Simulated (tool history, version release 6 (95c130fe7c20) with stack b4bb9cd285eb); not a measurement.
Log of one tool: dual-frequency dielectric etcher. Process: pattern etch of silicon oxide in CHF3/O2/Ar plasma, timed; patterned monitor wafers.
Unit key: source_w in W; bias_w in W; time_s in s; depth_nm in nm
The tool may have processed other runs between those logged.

Run 1, day 0: source_w 810 W, bias_w 149 W, time_s 372 s. Result: depth_nm 823.36 nm.
Run 2, day 0.258: source_w 690 W, bias_w 149 W, time_s 372 s. Result: depth_nm 764.72 nm.
Run 3, day 0.367: source_w 630 W, bias_w 149 W, time_s 372 s. Result: depth_nm 736.33 nm.
Run 4, day 0.612: source_w 710 W, bias_w 149 W, time_s 372 s. Result: depth_nm 765.91 nm.
Run 5, day 0.671: source_w 660 W, bias_w 147 W, time_s 371.5 s. Result: depth_nm 739.48 nm.
Run 6, day 0.942: source_w 790 W, bias_w 147 W, time_s 371.5 s. Result: depth_nm 811.7 nm.

Expected results for the next run?
Run 7, day 1.154: source_w 720 W, bias_w 145 W, time_s 371 s. Result: depth_nm ?.

For run 7 the tool returned depth_nm 766.56 nm.

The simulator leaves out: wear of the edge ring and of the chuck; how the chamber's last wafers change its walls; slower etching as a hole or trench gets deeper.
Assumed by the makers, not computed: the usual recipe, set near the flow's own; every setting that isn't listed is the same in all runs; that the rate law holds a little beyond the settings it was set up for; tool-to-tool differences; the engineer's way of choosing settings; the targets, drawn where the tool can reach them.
